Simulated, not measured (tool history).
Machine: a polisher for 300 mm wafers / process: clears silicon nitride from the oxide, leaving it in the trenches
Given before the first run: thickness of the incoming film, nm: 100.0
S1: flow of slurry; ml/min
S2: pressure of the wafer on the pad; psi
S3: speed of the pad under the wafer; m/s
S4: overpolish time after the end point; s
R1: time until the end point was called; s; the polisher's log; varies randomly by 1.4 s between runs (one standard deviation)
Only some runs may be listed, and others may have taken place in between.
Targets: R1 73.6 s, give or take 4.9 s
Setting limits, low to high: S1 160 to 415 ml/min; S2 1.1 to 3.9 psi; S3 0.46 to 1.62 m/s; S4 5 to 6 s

Run 1, hour 0: S1 265 ml/min, S2 2.5 psi, S3 1.04 m/s, S4 6 s. Result: R1 114.36 s.
Run 2, hour 8.9: S1 210 ml/min, S2 2.5 psi, S3 1.04 m/s, S4 6 s. Result: R1 114.16 s.
Run 3, hour 15.9: S1 210 ml/min, S2 2.2 psi, S3 1.04 m/s, S4 6 s. Result: R1 126.62 s.
Run 4, hour 23.3: S1 210 ml/min, S2 2.4 psi, S3 1.06 m/s, S4 6 s. Result: R1 115.67 s.
Run 5, hour 28.1: S1 210 ml/min, S2 2.4 psi, S3 1.22 m/s, S4 6 s. Result: R1 104.31 s.
Run 6, hour 28.9: S1 210 ml/min, S2 2.4 psi, S3 1.22 m/s, S4 5 s. Result: R1 105.55 s.
Run 7, hour 35.9: S1 210 ml/min, S2 2.5 psi, S3 1.24 m/s, S4 5 s. Result: R1 99.643 s.
Run 8, hour 40.5: S1 210 ml/min, S2 2.6 psi, S3 1.26 m/s, S4 5 s. Result: R1 93.248 s.
Run 9, hour 47.6: S1 210 ml/min, S2 2.7 psi, S3 1.26 m/s, S4 5 s. Result: R1 95.381 s.
Run 10, hour 53.8: S1 210 ml/min, S2 2.8 psi, S3 1.28 m/s, S4 5 s. Result: R1 89.6 s.

Exactly one of the 5 candidate moves below puts every result within its allowed miss. Which one?
Run A, hour 60: S1 165 ml/min, S2 3.5 psi, S3 1.38 m/s, S4 5 s. Result: R1 ?.
Run B, hour 60: S1 185 ml/min, S2 3 psi, S3 1.22 m/s, S4 5 s. Result: R1 ?.
Run C, hour 60: S1 185 ml/min, S2 3 psi, S3 1.34 m/s, S4 5 s. Result: R1 ?.
Run D, hour 60: S1 230 ml/min, S2 2.6 psi, S3 1.4 m/s, S4 5 s. Result: R1 ?.
Run E, hour 60: S1 160 ml/min, S2 2.5 psi, S3 1.12 m/s, S4 5 s. Result: R1 ?.

move      R1
   A   71.96
   B  87.863
   C  81.687
   D  85.457
   E  111.03
A: all results in spec
B: nearer the targets than the last run, but a result is still out of spec
C: nearer the targets than the last run, but a result is still out of spec
D: nearer the targets than the last run, but a result is still out of spec
E: further off than the last run
A meets every target.
